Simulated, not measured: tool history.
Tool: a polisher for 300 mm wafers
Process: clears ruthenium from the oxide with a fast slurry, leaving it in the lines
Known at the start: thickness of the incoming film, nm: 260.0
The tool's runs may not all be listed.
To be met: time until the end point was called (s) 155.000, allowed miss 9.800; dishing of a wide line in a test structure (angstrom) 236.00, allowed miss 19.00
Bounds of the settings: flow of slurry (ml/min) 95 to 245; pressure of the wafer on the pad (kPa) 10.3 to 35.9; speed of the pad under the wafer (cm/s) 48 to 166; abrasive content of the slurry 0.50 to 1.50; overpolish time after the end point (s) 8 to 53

run  hour  flow of slurry (ml/min)  pressure of the wafer on the pad (kPa)  speed of the pad under the wafer (cm/s)  abrasive content of the slurry  overpolish time after the end point (s)  time until the end point was called (s)  dishing of a wide line in a test structure (angstrom)
  1   0.0                      155                                    22.8                                      106                            1.00                                       27                                   56.538                                                 281.59
  2   7.3                      155                                    26.2                                      106                            1.00                                       27                                   50.584                                                 264.03
  3  14.8                      130                                    26.2                                      106                            1.00                                       27                                   53.213                                                 278.89
  4  20.4                      130                                    26.2                                      106                            1.10                                       27                                   48.669                                                 263.88
  5  28.9                      130                                    21.4                                      106                            1.10                                       27                                   56.846                                                 271.51
  6  33.6                      130                                    21.4                                      106                            1.25                                       27                                   56.133                                                 265.41
  7  38.1                      115                                    14.5                                       76                            1.50                                       14                                   93.068                                                 219.24
  8  40.3                      115                                    13.1                                       68                            1.40                                       20                                  106.930                                                 220.39

Which of these 4 next moves meets every target?
  A  42.5                      165                                    10.3                                       60                            0.90                                       31                                        ?                                                      ?
  B  42.5                      130                                    11.7                                       62                            1.10                                       26                                        ?                                                      ?
  C  42.5                      130                                    17.2                                       66                            1.40                                       22                                        ?                                                      ?
  D  42.5                      125                                    11.0                                       66                            1.15                                       28                                        ?                                                      ?

move  time until the end point was called (s)  dishing of a wide line in a test structure (angstrom)
   A                                  152.190                                                 228.15
   B                                  132.120                                                 225.53
   C                                   91.489                                                 239.57
   D                                  128.110                                                 233.25
A: meets every target
B: nearer than the last run, and not there yet
C: further off than the last run
D: nearer than the last run, and not there yet
The right move is A.

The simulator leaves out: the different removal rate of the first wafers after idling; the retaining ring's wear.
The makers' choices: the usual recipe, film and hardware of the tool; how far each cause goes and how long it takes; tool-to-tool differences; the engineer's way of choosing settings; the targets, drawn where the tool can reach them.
